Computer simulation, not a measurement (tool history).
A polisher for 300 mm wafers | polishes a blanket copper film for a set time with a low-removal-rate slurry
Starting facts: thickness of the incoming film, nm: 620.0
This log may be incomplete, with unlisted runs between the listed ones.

| run | day | flow of slurry (ml/min) | pressure of the wafer on the pad (psi) | speed of the pad under the wafer (m/s) | abrasive content of the slurry | polishing time (s) | film removed (angstrom) |
|---|---|---|---|---|---|---|---|
| 1 | 0.000 | 285 | 2.1 | 1.32 | 1.0 | 52 | 1456.3 |
| 2 | 0.325 | 285 | 2.0 | 1.28 | 1.0 | 52 | 1354.6 |
| 3 | 0.396 | 285 | 2.3 | 1.28 | 1.0 | 52 | 1517.6 |
| 4 | 0.429 | 285 | 2.0 | 1.28 | 1.0 | 52 | 1339.7 |
| 5 | 0.721 | 285 | 2.0 | 1.28 | 1.0 | 52 | 1355.0 |
| 6 | 0.846 | 285 | 1.9 | 1.24 | 1.0 | 52 | 1266.5 |
| 7 | 1.162 | 285 | 1.8 | 1.20 | 1.0 | 52 | 1121.1 |

Predict the results of run 8:
| 8 | 1.388 | 285 | 1.7 | 1.18 | 1.0 | 52 | ? |

film removed (angstrom): 1086.1

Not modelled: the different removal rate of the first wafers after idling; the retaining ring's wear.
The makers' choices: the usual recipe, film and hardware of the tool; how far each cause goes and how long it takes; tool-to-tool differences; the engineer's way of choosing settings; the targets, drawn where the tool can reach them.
